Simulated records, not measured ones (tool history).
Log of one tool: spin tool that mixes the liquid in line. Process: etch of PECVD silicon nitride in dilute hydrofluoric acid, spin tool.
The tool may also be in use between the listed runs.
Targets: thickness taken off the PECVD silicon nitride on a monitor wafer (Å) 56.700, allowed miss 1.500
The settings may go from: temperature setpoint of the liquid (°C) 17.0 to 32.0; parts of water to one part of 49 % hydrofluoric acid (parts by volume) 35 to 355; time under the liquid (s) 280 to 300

run	hour	temperature setpoint of the liquid (°C)	parts of water to one part of 49 % hydrofluoric acid (parts by volume)	time under the liquid (s)	thickness taken off the PECVD silicon nitride on a monitor wafer (Å)
1	0.0	24.0	195	280	82.260
2	2.1	24.0	195	300	87.949
3	10.6	25.5	195	300	96.313
4	19.3	25.5	125	300	150.970
5	21.9	24.0	125	300	136.180
6	31.0	22.0	150	300	99.376
7	38.2	20.5	160	300	85.080
8	42.0	19.5	170	300	75.092
9	46.0	19.0	175	300	70.416
10	48.4	18.5	180	300	66.455
11	54.0	18.0	185	300	62.461
12	55.5	17.5	185	300	60.423

5 next moves are on the table. One of them brings every result within its allowed miss. Which?
A	57.0	24.0	305	300	?
B	57.0	17.0	165	280	?
C	57.0	17.0	185	280	?
D	57.0	20.0	230	280	?
E	57.0	20.5	225	295	?

move	thickness taken off the PECVD silicon nitride on a monitor wafer (Å)
A	56.418
B	60.890
C	54.552
D	53.966
E	59.998
A: meets every target
B: further off than the last run
C: takes the result that was furthest off past its target
D: takes the result that was furthest off past its target
E: nearer than the last run, and not there yet
The right move is A.
